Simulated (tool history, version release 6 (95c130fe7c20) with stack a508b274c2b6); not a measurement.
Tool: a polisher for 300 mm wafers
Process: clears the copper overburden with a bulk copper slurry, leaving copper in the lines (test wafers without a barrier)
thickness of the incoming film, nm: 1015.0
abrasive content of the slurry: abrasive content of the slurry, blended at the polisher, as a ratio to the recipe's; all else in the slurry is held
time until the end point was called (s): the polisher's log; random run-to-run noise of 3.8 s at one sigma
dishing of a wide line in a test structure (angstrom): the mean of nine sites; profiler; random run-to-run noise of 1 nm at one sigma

run	day	flow of slurry (ml/min)	pressure of the wafer on the pad (psi)	speed of the pad under the wafer (cm/s)	abrasive content of the slurry	overpolish time after the end point (s)	time until the end point was called (s)	dishing of a wide line in a test structure (angstrom)
1	0	305	2	92	1	23	170.07	815.4
2	0.221	305	2	74	1	23	214.55	701.97
3	0.575	305	2.4	74	1	23	186.57	791.1
4	0.917	305	2.3	74	1	21	185.9	729.62
5	1.175	365	2.3	74	1	21	184.61	738.94
6	1.221	365	2.5	74	1	21	169.92	799.59

Run 7 is up next; what results do you expect?
7	1.292	365	2.4	74	1	19	?	?

time until the end point was called (s): 179.64
dishing of a wide line in a test structure (angstrom): 736.84
